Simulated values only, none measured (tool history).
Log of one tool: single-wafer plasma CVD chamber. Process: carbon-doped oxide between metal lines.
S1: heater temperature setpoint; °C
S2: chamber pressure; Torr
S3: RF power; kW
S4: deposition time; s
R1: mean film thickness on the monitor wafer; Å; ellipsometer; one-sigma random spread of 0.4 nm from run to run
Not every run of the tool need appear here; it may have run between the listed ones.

run	hour	S1	S2	S3	S4	R1
1	0	335	6.49	0.6	15.5	844.99
2	6.9	336	6.41	0.595	15.5	846.91
3	7.9	337	6.38	0.585	15.5	833.69
4	11.9	338	6.34	0.575	15.5	823.9
5	20.3	339	6.31	0.57	15.5	814.03
6	20.9	339	6.31	0.505	15.5	774.49
7	26.2	339	6.29	0.505	15.5	769.53
8	27.9	339	6.27	0.505	15.5	769.31
9	31.1	339	6.25	0.505	15.5	767.54
10	34.7	339	6.23	0.505	15.5	765.23
11	36.1	339	6.21	0.505	15.5	765.6

Forecast run 12:
12	40.9	339	6.19	0.505	15.5	?

Run 12 gave R1 775.91 Å.
